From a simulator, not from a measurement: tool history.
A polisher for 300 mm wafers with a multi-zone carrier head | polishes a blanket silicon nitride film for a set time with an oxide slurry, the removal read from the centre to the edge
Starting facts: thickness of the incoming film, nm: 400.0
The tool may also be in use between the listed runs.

run  hour  flow of slurry (ml/min)  pressure of the head's centre zone  pressure of the head's middle zone  pressure of the head's edge zone  abrasive content of the slurry  polishing time (s)  film removed at the wafer's centre (angstrom)  film removed at mid-radius (angstrom)  film removed at the wafer's edge (angstrom)
  1   0.0                      250                                1.00                                1.00                              1.00                            1.00                  78                                         896.48                                 930.71                                       879.67
  2   4.8                      245                                0.98                                0.99                              0.99                            0.95                  75                                         818.28                                 845.62                                       830.80
  3  13.4                      205                                0.98                                0.99                              0.99                            0.95                  75                                         809.49                                 851.39                                       822.72
  4  15.2                      205                                0.97                                0.99                              0.98                            0.90                  72                                         753.13                                 811.04                                       759.99
  5  19.7                      205                                1.04                                0.99                              0.98                            0.90                  72                                         809.49                                 807.02                                       767.56
  6  28.0                      205                                1.04                                1.07                              0.98                            0.90                  72                                         800.83                                 838.33                                       764.92

For run 7, what comes out?
  7  32.3                      165                                0.94                                0.97                              0.99                            0.65                  50                                              ?                                      ?                                            ?

Run 7 yielded film removed at the wafer's centre (angstrom) 445.16, film removed at mid-radius (angstrom) 472.49, film removed at the wafer's edge (angstrom) 472.94.

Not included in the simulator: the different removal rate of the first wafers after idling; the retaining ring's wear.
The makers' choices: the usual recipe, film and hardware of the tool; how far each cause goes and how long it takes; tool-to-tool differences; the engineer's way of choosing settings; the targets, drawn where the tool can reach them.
